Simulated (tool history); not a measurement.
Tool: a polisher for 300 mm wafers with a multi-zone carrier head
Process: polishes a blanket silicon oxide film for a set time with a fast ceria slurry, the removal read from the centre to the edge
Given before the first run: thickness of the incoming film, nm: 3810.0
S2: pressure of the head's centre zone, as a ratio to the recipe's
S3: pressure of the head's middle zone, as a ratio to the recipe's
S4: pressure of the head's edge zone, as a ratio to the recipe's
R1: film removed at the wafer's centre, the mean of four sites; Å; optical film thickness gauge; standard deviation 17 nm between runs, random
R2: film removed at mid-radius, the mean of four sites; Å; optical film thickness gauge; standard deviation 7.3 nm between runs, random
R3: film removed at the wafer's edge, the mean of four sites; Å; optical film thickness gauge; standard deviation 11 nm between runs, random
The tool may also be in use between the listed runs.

{"run": 1, "hour": 0.0, "flow of slurry (ml/min)": 255, "S2": 1.0, "S3": 1.0, "S4": 1.0, "polishing time (s)": 49, "R1": 7955.2, "R2": 7890.3, "R3": 7493.8}
{"run": 2, "hour": 4.8, "flow of slurry (ml/min)": 255, "S2": 1.0, "S3": 1.0, "S4": 1.0, "polishing time (s)": 41, "R1": 6477.2, "R2": 6558.2, "R3": 6171.9}
{"run": 3, "hour": 8.1, "flow of slurry (ml/min)": 230, "S2": 1.0, "S3": 1.0, "S4": 1.0, "polishing time (s)": 41, "R1": 6521.0, "R2": 6519.9, "R3": 6115.3}
{"run": 4, "hour": 10.7, "flow of slurry (ml/min)": 230, "S2": 1.0, "S3": 1.0, "S4": 1.0, "polishing time (s)": 47, "R1": 7449.4, "R2": 7506.1, "R3": 7136.0}
{"run": 5, "hour": 13.8, "flow of slurry (ml/min)": 230, "S2": 1.0, "S3": 1.0, "S4": 0.93, "polishing time (s)": 47, "R1": 7212.2, "R2": 7363.5, "R3": 6894.9}
{"run": 6, "hour": 19.0, "flow of slurry (ml/min)": 230, "S2": 0.97, "S3": 1.0, "S4": 0.93, "polishing time (s)": 47, "R1": 7163.6, "R2": 7497.7, "R3": 6890.5}
{"run": 7, "hour": 25.9, "flow of slurry (ml/min)": 255, "S2": 1.02, "S3": 1.02, "S4": 0.94, "polishing time (s)": 50, "R1": 8023.6, "R2": 8091.1, "R3": 7476.6}
{"run": 8, "hour": 32.3, "flow of slurry (ml/min)": 275, "S2": 1.06, "S3": 1.04, "S4": 0.95, "polishing time (s)": 52, "R1": 8814.2, "R2": 8565.8, "R3": 7764.2}
{"run": 9, "hour": 40.0, "flow of slurry (ml/min)": 280, "S2": 1.08, "S3": 1.06, "S4": 0.97, "polishing time (s)": 54, "R1": 9525.7, "R2": 9353.0, "R3": 8344.8}
{"run": 10, "hour": 40.9, "flow of slurry (ml/min)": 290, "S2": 1.1, "S3": 1.07, "S4": 1.0, "polishing time (s)": 55, "R1": 9947.0, "R2": 9510.2, "R3": 8405.1}

Forecast run 11:
{"run": 11, "hour": 41.4, "flow of slurry (ml/min)": 290, "S2": 1.11, "S3": 1.07, "S4": 1.01, "polishing time (s)": 56, "R1": "?", "R2": "?", "R3": "?"}

{"run 11": {"R1": 9790.9, "R2": 9619.4, "R3": 8796.4}}
